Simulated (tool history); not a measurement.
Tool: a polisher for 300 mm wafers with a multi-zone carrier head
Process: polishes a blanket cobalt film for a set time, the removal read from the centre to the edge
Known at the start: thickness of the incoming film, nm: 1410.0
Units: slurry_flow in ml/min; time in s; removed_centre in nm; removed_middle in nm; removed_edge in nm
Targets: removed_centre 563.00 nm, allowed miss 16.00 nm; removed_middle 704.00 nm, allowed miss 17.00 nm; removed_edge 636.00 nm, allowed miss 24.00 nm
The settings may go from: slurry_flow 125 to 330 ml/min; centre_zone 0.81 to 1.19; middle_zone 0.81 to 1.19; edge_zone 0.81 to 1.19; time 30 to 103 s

Run 1, hour 0.0: slurry_flow 210 ml/min, centre_zone 1.00, middle_zone 1.00, edge_zone 1.00, time 66 s. Result: removed_centre 412.42 nm, removed_middle 479.88 nm, removed_edge 461.84 nm.
Run 2, hour 7.5: slurry_flow 245 ml/min, centre_zone 1.00, middle_zone 1.00, edge_zone 1.00, time 66 s. Result: removed_centre 425.05 nm, removed_middle 486.74 nm, removed_edge 474.24 nm.
Run 3, hour 13.3: slurry_flow 245 ml/min, centre_zone 1.00, middle_zone 1.00, edge_zone 1.00, time 73 s. Result: removed_centre 474.51 nm, removed_middle 544.73 nm, removed_edge 530.58 nm.
Run 4, hour 20.4: slurry_flow 245 ml/min, centre_zone 0.94, middle_zone 1.00, edge_zone 1.00, time 73 s. Result: removed_centre 443.34 nm, removed_middle 540.99 nm, removed_edge 522.59 nm.
Run 5, hour 22.9: slurry_flow 260 ml/min, centre_zone 0.98, middle_zone 1.06, edge_zone 1.04, time 75 s. Result: removed_centre 476.91 nm, removed_middle 593.70 nm, removed_edge 561.00 nm.
Run 6, hour 27.1: slurry_flow 260 ml/min, centre_zone 0.98, middle_zone 1.09, edge_zone 1.04, time 75 s. Result: removed_centre 474.38 nm, removed_middle 600.89 nm, removed_edge 564.74 nm.
At hour 34.9: centre zone pressure recalibrated.
Run 7, hour 34.9: slurry_flow 310 ml/min, centre_zone 1.06, middle_zone 1.19, edge_zone 1.08, time 81 s. Result: removed_centre 635.53 nm, removed_middle 709.97 nm, removed_edge 621.95 nm.
Run 8, hour 39.6: slurry_flow 290 ml/min, centre_zone 1.04, middle_zone 1.18, edge_zone 1.08, time 82 s. Result: removed_centre 630.24 nm, removed_middle 714.37 nm, removed_edge 611.86 nm.
Run 9, hour 45.3: slurry_flow 290 ml/min, centre_zone 1.01, middle_zone 1.16, edge_zone 1.08, time 82 s. Result: removed_centre 601.40 nm, removed_middle 706.82 nm, removed_edge 614.78 nm.
Run 10, hour 54.2: slurry_flow 285 ml/min, centre_zone 0.99, middle_zone 1.14, edge_zone 1.09, time 83 s. Result: removed_centre 595.63 nm, removed_middle 707.80 nm, removed_edge 630.74 nm.
Run 11, hour 60.4: slurry_flow 275 ml/min, centre_zone 0.97, middle_zone 1.13, edge_zone 1.10, time 83 s. Result: removed_centre 589.80 nm, removed_middle 687.94 nm, removed_edge 625.26 nm.

Which of these 5 next moves meets every target?
Run A, hour 66.6: slurry_flow 295 ml/min, centre_zone 0.96, middle_zone 1.12, edge_zone 1.13, time 85 s. Result: removed_centre ?, removed_middle ?, removed_edge ?.
Run B, hour 66.6: slurry_flow 280 ml/min, centre_zone 0.83, middle_zone 1.02, edge_zone 1.04, time 85 s. Result: removed_centre ?, removed_middle ?, removed_edge ?.
Run C, hour 66.6: slurry_flow 260 ml/min, centre_zone 0.94, middle_zone 1.17, edge_zone 1.14, time 83 s. Result: removed_centre ?, removed_middle ?, removed_edge ?.
Run D, hour 66.6: slurry_flow 325 ml/min, centre_zone 0.96, middle_zone 1.11, edge_zone 1.15, time 79 s. Result: removed_centre ?, removed_middle ?, removed_edge ?.
Run E, hour 66.6: slurry_flow 330 ml/min, centre_zone 0.83, middle_zone 1.01, edge_zone 1.19, time 85 s. Result: removed_centre ?, removed_middle ?, removed_edge ?.

move  removed_centre  removed_middle  removed_edge
   A          597.83          709.70        657.71
   B          517.49          652.27        629.10
   C          563.90          709.92        638.10
   D          561.29          660.62        621.30
   E          526.69          657.18        682.14
A: further off than the last run
B: takes the result that was furthest off past its target
C: meets every target
D: brings the result that was furthest off to its target, and leaves another outside
E: takes the result that was furthest off past its target
Move C is the one to make.
